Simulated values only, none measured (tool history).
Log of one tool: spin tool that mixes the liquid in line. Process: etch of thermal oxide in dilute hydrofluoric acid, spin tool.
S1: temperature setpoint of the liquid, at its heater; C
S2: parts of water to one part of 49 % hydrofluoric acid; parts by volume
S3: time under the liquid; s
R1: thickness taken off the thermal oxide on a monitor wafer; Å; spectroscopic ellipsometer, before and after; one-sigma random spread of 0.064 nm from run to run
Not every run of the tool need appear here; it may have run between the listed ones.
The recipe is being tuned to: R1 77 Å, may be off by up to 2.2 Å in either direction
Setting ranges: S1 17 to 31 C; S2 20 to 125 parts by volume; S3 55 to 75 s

Run 1, hour 0: S1 23 C, S2 70 parts by volume, S3 75 s. Result: R1 52.172 Å.
Run 2, hour 4.9: S1 23 C, S2 55 parts by volume, S3 75 s. Result: R1 67.637 Å.
Run 3, hour 11.1: S1 23 C, S2 30 parts by volume, S3 75 s. Result: R1 128.2 Å.
Run 4, hour 19.7: S1 23 C, S2 40 parts by volume, S3 75 s. Result: R1 96.069 Å.
Run 5, hour 27.3: S1 26 C, S2 40 parts by volume, S3 75 s. Result: R1 108.8 Å.
Run 6, hour 31.8: S1 23 C, S2 40 parts by volume, S3 75 s. Result: R1 95.882 Å.
Run 7, hour 32.4: S1 22 C, S2 40 parts by volume, S3 75 s. Result: R1 91.867 Å.
Run 8, hour 33.4: S1 21.5 C, S2 40 parts by volume, S3 75 s. Result: R1 89.03 Å.
Run 9, hour 34.1: S1 21 C, S2 40 parts by volume, S3 75 s. Result: R1 87.95 Å.
Run 10, hour 37.9: S1 17 C, S2 40 parts by volume, S3 75 s. Result: R1 72.091 Å.

Exercise: of the 5 proposed moves below, exactly one satisfies all targets within the stated allowed misses. Which move is it?
Run A, hour 41.7: S1 23.5 C, S2 50 parts by volume, S3 70 s. Result: R1 ?.
Run B, hour 41.7: S1 18 C, S2 40 parts by volume, S3 70 s. Result: R1 ?.
Run C, hour 41.7: S1 18 C, S2 30 parts by volume, S3 60 s. Result: R1 ?.
Run D, hour 41.7: S1 17.5 C, S2 30 parts by volume, S3 60 s. Result: R1 ?.
Run E, hour 41.7: S1 21 C, S2 45 parts by volume, S3 75 s. Result: R1 ?.

move      R1
   A  71.702
   B  71.872
   C  83.086
   D  81.285
   E   77.38
A: further off than the last run
B: no nearer and no further than the last run
C: pushes the last run's worst result past its target
D: pushes the last run's worst result past its target
E: every result lands within tolerance
Answer: E

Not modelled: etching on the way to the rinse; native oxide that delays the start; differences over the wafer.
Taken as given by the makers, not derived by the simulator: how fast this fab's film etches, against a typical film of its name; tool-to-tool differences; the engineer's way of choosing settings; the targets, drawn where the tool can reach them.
